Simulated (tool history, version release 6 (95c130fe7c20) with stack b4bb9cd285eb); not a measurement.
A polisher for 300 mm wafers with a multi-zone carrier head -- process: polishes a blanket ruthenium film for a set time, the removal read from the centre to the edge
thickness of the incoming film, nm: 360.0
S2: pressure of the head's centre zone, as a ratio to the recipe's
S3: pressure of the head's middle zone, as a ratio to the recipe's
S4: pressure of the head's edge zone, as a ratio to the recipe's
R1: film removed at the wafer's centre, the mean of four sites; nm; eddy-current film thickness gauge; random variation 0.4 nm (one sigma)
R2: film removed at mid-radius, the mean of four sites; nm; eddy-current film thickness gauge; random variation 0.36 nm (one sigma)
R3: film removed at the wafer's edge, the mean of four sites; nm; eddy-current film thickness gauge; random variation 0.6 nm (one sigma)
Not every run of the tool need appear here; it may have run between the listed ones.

run 1 hour=0 | flow_of_slurry_(ml/min)=265 S2=1 S3=1 S4=1 polishing_time_(s)=65 | R1=63.585 R2=64.102 R3=66.079
run 2 hour=6.3 | flow_of_slurry_(ml/min)=265 S2=1 S3=1 S4=1 polishing_time_(s)=50 | R1=49.127 R2=50.308 R3=49.476
run 3 hour=8.4 | flow_of_slurry_(ml/min)=265 S2=1 S3=1 S4=1 polishing_time_(s)=34 | R1=33.978 R2=34.086 R3=34.076
run 4 hour=16.8 | flow_of_slurry_(ml/min)=265 S2=1 S3=1 S4=1 polishing_time_(s)=29 | R1=28.271 R2=29.085 R3=29.769
run 5 hour=20.9 | flow_of_slurry_(ml/min)=275 S2=1.01 S3=1.04 S4=1.04 polishing_time_(s)=32 | R1=31.944 R2=33.789 R3=33.024
run 6 hour=25.8 | flow_of_slurry_(ml/min)=275 S2=1.01 S3=1.04 S4=0.97 polishing_time_(s)=32 | R1=31.894 R2=33.64 R3=31.837
run 7 hour=31.6 | flow_of_slurry_(ml/min)=275 S2=1.01 S3=1.06 S4=1.01 polishing_time_(s)=35 | R1=34.474 R2=36.822 R3=35.255

Forecast run 8:
run 8 hour=33.2 | flow_of_slurry_(ml/min)=275 S2=1.02 S3=1.09 S4=1.05 polishing_time_(s)=36 | R1=? R2=? R3=?

{"run 8": {"R1": 36.161, "R2": 38.926, "R3": 37.211}}
